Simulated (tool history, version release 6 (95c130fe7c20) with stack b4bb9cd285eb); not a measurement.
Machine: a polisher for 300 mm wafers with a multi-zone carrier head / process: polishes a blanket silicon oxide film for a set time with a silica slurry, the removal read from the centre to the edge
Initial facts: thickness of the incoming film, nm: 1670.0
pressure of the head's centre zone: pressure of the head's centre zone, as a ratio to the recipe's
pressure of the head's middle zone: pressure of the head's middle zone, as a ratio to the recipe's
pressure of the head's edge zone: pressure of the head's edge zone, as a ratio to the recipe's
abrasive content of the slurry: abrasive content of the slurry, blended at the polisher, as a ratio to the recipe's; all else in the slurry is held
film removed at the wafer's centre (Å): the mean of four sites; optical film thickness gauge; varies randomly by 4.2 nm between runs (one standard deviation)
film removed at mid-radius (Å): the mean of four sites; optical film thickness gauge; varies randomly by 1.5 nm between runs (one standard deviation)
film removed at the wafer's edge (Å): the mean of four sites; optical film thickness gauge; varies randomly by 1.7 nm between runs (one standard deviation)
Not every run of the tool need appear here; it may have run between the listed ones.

| run | hour | flow of slurry (ml/min) | pressure of the head's centre zone | pressure of the head's middle zone | pressure of the head's edge zone | abrasive content of the slurry | polishing time (s) | film removed at the wafer's centre (Å) | film removed at mid-radius (Å) | film removed at the wafer's edge (Å) |
|---|---|---|---|---|---|---|---|---|---|---|
| 1 | 0.0 | 305 | 1.00 | 1.00 | 1.00 | 1.00 | 69 | 1990.0 | 1963.0 | 1996.4 |
| 2 | 0.8 | 230 | 1.00 | 1.00 | 1.00 | 1.00 | 69 | 1961.9 | 1934.4 | 1983.8 |
| 3 | 2.5 | 230 | 1.04 | 1.00 | 1.02 | 1.10 | 69 | 2114.9 | 1980.0 | 2055.8 |
| 4 | 4.2 | 235 | 1.07 | 1.00 | 1.05 | 1.20 | 69 | 2256.2 | 2079.6 | 2155.2 |
| 5 | 12.7 | 235 | 1.07 | 1.00 | 1.05 | 1.10 | 69 | 2178.8 | 1991.3 | 2095.7 |
| 6 | 14.4 | 235 | 1.07 | 1.00 | 1.10 | 1.10 | 69 | 2198.4 | 1996.4 | 2153.6 |
| 7 | 20.2 | 245 | 1.09 | 1.00 | 1.11 | 1.15 | 69 | 2242.2 | 2023.7 | 2214.2 |
|  | 23.5 | worn pad replaced by a new one |
| 8 | 23.5 | 235 | 1.11 | 0.99 | 1.10 | 1.20 | 69 | 2484.3 | 2186.3 | 2385.3 |

What does the tool deliver on the next run?
| 9 | 31.8 | 245 | 1.13 | 0.98 | 1.09 | 1.20 | 69 | ? | ? | ? |

{"run 9": {"film removed at the wafer's centre (Å)": 2558.1, "film removed at mid-radius (Å)": 2184.0, "film removed at the wafer's edge (Å)": 2377.2}}

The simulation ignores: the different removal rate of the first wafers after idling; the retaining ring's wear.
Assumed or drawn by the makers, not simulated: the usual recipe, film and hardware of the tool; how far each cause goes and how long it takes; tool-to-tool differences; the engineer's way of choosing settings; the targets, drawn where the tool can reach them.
